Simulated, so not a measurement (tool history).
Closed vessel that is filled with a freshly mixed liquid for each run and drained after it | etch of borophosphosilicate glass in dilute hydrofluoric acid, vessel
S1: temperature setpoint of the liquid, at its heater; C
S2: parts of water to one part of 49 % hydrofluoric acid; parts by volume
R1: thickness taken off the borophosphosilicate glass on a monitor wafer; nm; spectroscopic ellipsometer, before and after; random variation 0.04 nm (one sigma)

Run 1, hour 0.0: S1 23.0 C, S2 265 parts by volume, time in the liquid (s) 85. Result: R1 11.0580 nm.
Run 2, hour 9.2: S1 21.5 C, S2 290 parts by volume, time in the liquid (s) 85. Result: R1 9.2527 nm.
Run 3, hour 17.6: S1 21.5 C, S2 290 parts by volume, time in the liquid (s) 90. Result: R1 9.9890 nm.
Run 4, hour 22.2: S1 21.5 C, S2 290 parts by volume, time in the liquid (s) 90. Result: R1 10.0090 nm.
Run 5, hour 28.5: S1 21.5 C, S2 290 parts by volume, time in the liquid (s) 85. Result: R1 9.4921 nm.
Run 6, hour 36.1: S1 19.5 C, S2 290 parts by volume, time in the liquid (s) 85. Result: R1 8.7527 nm.
Run 7, hour 42.0: S1 19.0 C, S2 310 parts by volume, time in the liquid (s) 85. Result: R1 7.8722 nm.
Run 8, hour 50.1: S1 18.5 C, S2 325 parts by volume, time in the liquid (s) 85. Result: R1 7.3295 nm.

The next listed run, before its measurement:
Run 9, hour 58.5: S1 18.0 C, S2 335 parts by volume, time in the liquid (s) 85. Result: R1 ?.

{"run 9": {"R1": 6.9434}}
